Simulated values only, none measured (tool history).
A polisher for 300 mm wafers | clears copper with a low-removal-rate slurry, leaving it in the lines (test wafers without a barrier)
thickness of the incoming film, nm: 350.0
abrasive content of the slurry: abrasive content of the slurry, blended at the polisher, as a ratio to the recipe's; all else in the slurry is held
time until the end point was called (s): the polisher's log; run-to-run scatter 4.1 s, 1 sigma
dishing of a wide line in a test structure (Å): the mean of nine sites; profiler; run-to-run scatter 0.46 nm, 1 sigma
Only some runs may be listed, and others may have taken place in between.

run,hour,flow of slurry (ml/min),pressure of the wafer on the pad (psi),speed of the pad under the wafer (m/s),abrasive content of the slurry,overpolish time after the end point (s),time until the end point was called (s),dishing of a wide line in a test structure (Å)
1,0.0,270,3.2,1.10,1.0,25,103.55,624.72
2,7.9,270,3.0,1.06,1.0,24,108.34,555.72
3,15.2,220,3.0,1.06,1.0,24,112.16,565.11
4,19.6,220,2.5,1.06,1.0,24,121.83,489.22
5,21.4,220,2.5,1.06,1.0,19,125.77,403.95
6,27.7,220,2.3,1.02,1.0,20,131.68,389.75
7,33.9,220,2.2,0.96,1.0,21,148.57,373.59
8,34.6,220,2.1,0.94,1.0,21,157.21,366.13
9,42.5,220,2.0,0.92,1.0,21,159.61,342.41

For run 10, what comes out?
10,44.0,220,1.9,0.90,1.0,21,?,?

Run 10 came out at time until the end point was called (s) 178.08, dishing of a wide line in a test structure (Å) 334.80.
